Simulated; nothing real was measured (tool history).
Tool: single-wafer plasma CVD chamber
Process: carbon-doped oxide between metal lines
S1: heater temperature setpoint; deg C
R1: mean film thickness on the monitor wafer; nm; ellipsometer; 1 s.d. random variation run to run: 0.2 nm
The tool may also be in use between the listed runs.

{"run": 1, "hour": 0.0, "S1": 335, "chamber pressure (Torr)": 4.82, "RF power (kW)": 0.405, "deposition time (s)": 13.9, "R1": 63.732}
{"run": 2, "hour": 1.7, "S1": 340, "chamber pressure (Torr)": 4.56, "RF power (kW)": 0.405, "deposition time (s)": 13.9, "R1": 62.003}
{"run": 3, "hour": 9.0, "S1": 340, "chamber pressure (Torr)": 4.56, "RF power (kW)": 0.455, "deposition time (s)": 13.9, "R1": 67.302}
{"run": 4, "hour": 14.8, "S1": 340, "chamber pressure (Torr)": 4.56, "RF power (kW)": 0.505, "deposition time (s)": 13.9, "R1": 71.944}
{"run": 5, "hour": 19.2, "S1": 347, "chamber pressure (Torr)": 4.56, "RF power (kW)": 0.505, "deposition time (s)": 13.9, "R1": 70.619}
{"run": 6, "hour": 20.3, "S1": 350, "chamber pressure (Torr)": 4.2, "RF power (kW)": 0.48, "deposition time (s)": 13.9, "R1": 67.529}
{"run": 7, "hour": 25.2, "S1": 352, "chamber pressure (Torr)": 4.11, "RF power (kW)": 0.455, "deposition time (s)": 13.9, "R1": 64.625}
{"run": 8, "hour": 26.3, "S1": 353, "chamber pressure (Torr)": 4.01, "RF power (kW)": 0.435, "deposition time (s)": 13.9, "R1": 62.079}

Run 9 has not been measured yet. What should we expect?
{"run": 9, "hour": 33.2, "S1": 354, "chamber pressure (Torr)": 3.86, "RF power (kW)": 0.425, "deposition time (s)": 13.9, "R1": "?"}

{"run 9": {"R1": 60.95}}
